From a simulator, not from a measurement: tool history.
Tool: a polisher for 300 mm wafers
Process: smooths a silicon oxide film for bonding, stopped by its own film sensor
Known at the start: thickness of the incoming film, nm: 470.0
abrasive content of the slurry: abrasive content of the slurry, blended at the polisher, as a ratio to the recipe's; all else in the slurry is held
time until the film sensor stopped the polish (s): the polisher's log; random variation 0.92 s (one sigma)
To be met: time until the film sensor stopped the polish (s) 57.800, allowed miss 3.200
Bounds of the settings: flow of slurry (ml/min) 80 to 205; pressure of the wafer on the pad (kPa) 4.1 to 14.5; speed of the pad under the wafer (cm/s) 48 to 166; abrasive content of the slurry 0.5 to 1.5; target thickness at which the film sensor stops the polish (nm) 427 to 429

run,hour,flow of slurry (ml/min),pressure of the wafer on the pad (kPa),speed of the pad under the wafer (cm/s),abrasive content of the slurry,target thickness at which the film sensor stops the polish (nm),time until the film sensor stopped the polish (s)
1,0.0,135,9.0,106,1.0,429,77.570
2,3.1,135,9.7,106,1.0,429,73.165
3,10.8,135,9.7,106,1.2,429,66.577
4,13.1,135,9.7,106,1.4,429,68.198
5,19.9,135,9.7,106,1.4,427,70.138
6,28.7,135,10.3,106,1.4,427,64.300
7,29.5,135,11.0,106,1.4,427,62.600
8,31.4,135,11.0,106,1.4,427,60.744

Which of these 4 next moves meets every target?
A,33.3,135,11.0,98,1.4,427,?
B,33.3,130,11.0,100,1.3,428,?
C,33.3,135,10.3,114,1.5,428,?
D,33.3,150,11.0,92,1.2,428,?

move,time until the film sensor stopped the polish (s)
A,66.858
B,66.466
C,60.563
D,70.495
A: further off than the last run
B: further off than the last run
C: meets every target
D: further off than the last run
The right move is C.
